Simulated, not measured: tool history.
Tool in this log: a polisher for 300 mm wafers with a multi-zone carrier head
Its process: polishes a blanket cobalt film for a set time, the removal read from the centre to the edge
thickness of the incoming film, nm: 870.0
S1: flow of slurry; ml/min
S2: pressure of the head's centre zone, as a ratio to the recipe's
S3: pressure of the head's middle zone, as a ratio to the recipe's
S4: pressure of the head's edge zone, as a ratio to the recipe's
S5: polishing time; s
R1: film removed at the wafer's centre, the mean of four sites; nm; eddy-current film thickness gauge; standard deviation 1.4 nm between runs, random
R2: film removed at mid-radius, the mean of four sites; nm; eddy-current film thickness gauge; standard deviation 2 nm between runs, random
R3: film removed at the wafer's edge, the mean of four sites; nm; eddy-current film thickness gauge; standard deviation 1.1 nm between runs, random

{"run": 1, "hour": 0.0, "S1": 145, "S2": 1, "S3": 1, "S4": 1, "S5": 40, "R1": 142.66, "R2": 148.42, "R3": 143.94}
{"run": 2, "hour": 6.6, "S1": 145, "S2": 1, "S3": 1, "S4": 1.08, "S5": 40, "R1": 144.42, "R2": 148.99, "R3": 147.92}
{"run": 3, "hour": 7.7, "S1": 145, "S2": 1, "S3": 1, "S4": 1.08, "S5": 32, "R1": 113.35, "R2": 116.75, "R3": 119.59}
{"run": 4, "hour": 8.8, "S1": 150, "S2": 0.99, "S3": 1.01, "S4": 1.09, "S5": 32, "R1": 115.05, "R2": 119.62, "R3": 121.4}
{"run": 5, "hour": 10.2, "S1": 150, "S2": 0.97, "S3": 1.02, "S4": 1.1, "S5": 32, "R1": 113.61, "R2": 120.69, "R3": 119.99}
{"run": 6, "hour": 17.6, "S1": 150, "S2": 0.95, "S3": 1.02, "S4": 1.11, "S5": 33, "R1": 114.61, "R2": 122.75, "R3": 124.58}
{"run": 7, "hour": 18.1, "S1": 150, "S2": 0.94, "S3": 1.03, "S4": 1.11, "S5": 33, "R1": 111.39, "R2": 126.93, "R3": 123.55}
{"run": 8, "hour": 22.6, "S1": 150, "S2": 0.93, "S3": 1.03, "S4": 1.12, "S5": 33, "R1": 114.67, "R2": 123.96, "R3": 125.7}
{"run": 9, "hour": 26.8, "S1": 150, "S2": 0.91, "S3": 1.04, "S4": 1.12, "S5": 33, "R1": 107.11, "R2": 124.61, "R3": 124.21}
{"run": 10, "hour": 33.0, "S1": 150, "S2": 0.91, "S3": 1.05, "S4": 1.12, "S5": 33, "R1": 110.61, "R2": 127.42, "R3": 125.7}
{"run": 11, "hour": 39.3, "S1": 150, "S2": 0.9, "S3": 1.06, "S4": 1.12, "S5": 33, "R1": 109.84, "R2": 128.26, "R3": 123.73}

Run 12, settings as shown, results not yet in. Your forecast:
{"run": 12, "hour": 41.2, "S1": 165, "S2": 0.86, "S3": 1.1, "S4": 1.17, "S5": 34, "R1": "?", "R2": "?", "R3": "?"}

R1: 111.29 nm
R2: 139.34 nm
R3: 135.13 nm
